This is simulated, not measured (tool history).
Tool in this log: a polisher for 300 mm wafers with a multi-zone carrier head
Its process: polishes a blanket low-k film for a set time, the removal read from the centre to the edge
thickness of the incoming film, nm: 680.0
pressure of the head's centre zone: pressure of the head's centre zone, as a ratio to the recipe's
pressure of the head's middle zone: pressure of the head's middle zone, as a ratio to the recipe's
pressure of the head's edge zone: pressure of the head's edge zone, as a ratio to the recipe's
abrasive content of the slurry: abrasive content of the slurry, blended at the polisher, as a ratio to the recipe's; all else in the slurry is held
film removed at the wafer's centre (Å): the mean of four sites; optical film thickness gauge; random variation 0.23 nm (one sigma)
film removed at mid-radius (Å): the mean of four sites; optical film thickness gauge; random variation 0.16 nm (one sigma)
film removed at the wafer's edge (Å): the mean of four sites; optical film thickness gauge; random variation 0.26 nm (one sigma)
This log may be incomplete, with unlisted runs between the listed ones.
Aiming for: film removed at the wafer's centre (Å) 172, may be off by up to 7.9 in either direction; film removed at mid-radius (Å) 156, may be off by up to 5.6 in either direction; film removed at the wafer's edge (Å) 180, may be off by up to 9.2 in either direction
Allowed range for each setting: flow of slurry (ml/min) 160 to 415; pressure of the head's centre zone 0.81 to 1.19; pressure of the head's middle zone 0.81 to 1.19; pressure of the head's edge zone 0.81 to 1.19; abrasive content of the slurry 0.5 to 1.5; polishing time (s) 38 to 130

| run | hour | flow of slurry (ml/min) | pressure of the head's centre zone | pressure of the head's middle zone | pressure of the head's edge zone | abrasive content of the slurry | polishing time (s) | film removed at the wafer's centre (Å) | film removed at mid-radius (Å) | film removed at the wafer's edge (Å) |
|---|---|---|---|---|---|---|---|---|---|---|
| 1 | 0 | 265 | 1 | 1 | 1 | 1 | 84 | 339.51 | 342.55 | 328.9 |
| 2 | 1.3 | 265 | 1.04 | 1 | 1 | 1 | 84 | 359.91 | 337.68 | 323.79 |
| 3 | 5 | 265 | 1.04 | 1 | 1 | 1 | 69 | 288.04 | 279.78 | 273.4 |
| 4 | 13.9 | 265 | 1.04 | 1 | 1 | 0.8 | 69 | 266.79 | 265.07 | 258.51 |
| 5 | 22.3 | 265 | 1.04 | 1 | 0.94 | 0.8 | 69 | 272.51 | 261.72 | 250.79 |
| 6 | 26.3 | 260 | 1.03 | 0.95 | 0.94 | 0.7 | 63 | 235.05 | 220.09 | 211.35 |
|  | 30.2 | edge zone pressure recalibrated |
| 7 | 30.2 | 250 | 1.03 | 0.91 | 1.01 | 0.65 | 60 | 223.06 | 203.82 | 212.98 |
| 8 | 37.2 | 225 | 0.95 | 0.81 | 1.01 | 0.5 | 48 | 153.75 | 136.08 | 159.03 |
| 9 | 39.9 | 295 | 0.99 | 0.88 | 1.11 | 0.55 | 47 | 160.17 | 148.5 | 166.21 |

Exercise: of the 4 proposed moves below, exactly one satisfies all targets within the stated allowed misses. Which move is it?
| A | 42.6 | 285 | 0.96 | 0.91 | 1.1 | 0.5 | 43 | ? | ? | ? |
| B | 42.6 | 365 | 1.19 | 1.03 | 0.99 | 0.5 | 45 | ? | ? | ? |
| C | 42.6 | 290 | 1.01 | 0.88 | 1.12 | 0.55 | 49 | ? | ? | ? |
| D | 42.6 | 320 | 0.97 | 0.96 | 1.06 | 0.5 | 45 | ? | ? | ? |

| move | film removed at the wafer's centre (Å) | film removed at mid-radius (Å) | film removed at the wafer's edge (Å) |
|---|---|---|---|
| A | 137.57 | 136.61 | 150.33 |
| B | 181.98 | 159.14 | 150.94 |
| C | 168.94 | 155.49 | 177.05 |
| D | 146.73 | 149.86 | 155.22 |
A: further off than the last run
B: further off than the last run
C: hits every target within its allowed miss
D: further off than the last run
Correct choice: C, which meets every target

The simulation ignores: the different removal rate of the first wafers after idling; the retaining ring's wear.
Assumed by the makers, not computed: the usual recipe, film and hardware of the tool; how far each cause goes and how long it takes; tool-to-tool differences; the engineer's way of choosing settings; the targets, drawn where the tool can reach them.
